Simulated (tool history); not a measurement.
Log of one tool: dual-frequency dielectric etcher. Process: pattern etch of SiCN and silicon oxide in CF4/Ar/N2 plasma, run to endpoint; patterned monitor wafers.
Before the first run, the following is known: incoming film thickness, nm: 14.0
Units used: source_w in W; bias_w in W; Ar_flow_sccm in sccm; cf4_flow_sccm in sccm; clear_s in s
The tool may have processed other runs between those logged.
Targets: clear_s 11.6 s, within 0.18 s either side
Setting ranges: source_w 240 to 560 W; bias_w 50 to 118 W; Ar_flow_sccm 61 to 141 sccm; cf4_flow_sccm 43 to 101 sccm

run	hour	source_w	bias_w	Ar_flow_sccm	cf4_flow_sccm	clear_s
1	0	400	84	101	72	17.347
2	4.9	400	84	101	77	17.131
3	5.8	430	84	101	77	15.865
4	8	450	84	101	77	15.026
5	12	400	84	101	77	17.2
6	20.4	400	84	115	77	17.47
7	26.2	430	84	115	77	16.122
8	32.7	450	84	115	77	15.187
9	38.4	530	85	115	77	12.749
10	43.7	530	86	115	77	12.825
# hour 48: CF4 flow controller replaced
11	48	530	87	114	77	12.881

Exactly one of the 4 candidate moves below puts every result within its allowed miss. Which one?
A	52.3	540	95	110	81	?
B	52.3	480	90	116	75	?
C	52.3	560	89	109	74	?
D	52.3	560	87	113	96	?

move	clear_s
A	12.023
B	14.105
C	11.941
D	11.563
A: gains on the last run, yet a result remains outside its allowed miss
B: lands further from the targets than the last run did
C: gains on the last run, yet a result remains outside its allowed miss
D: hits every target within its allowed miss
So the answer is move D, the one that meets all the targets.
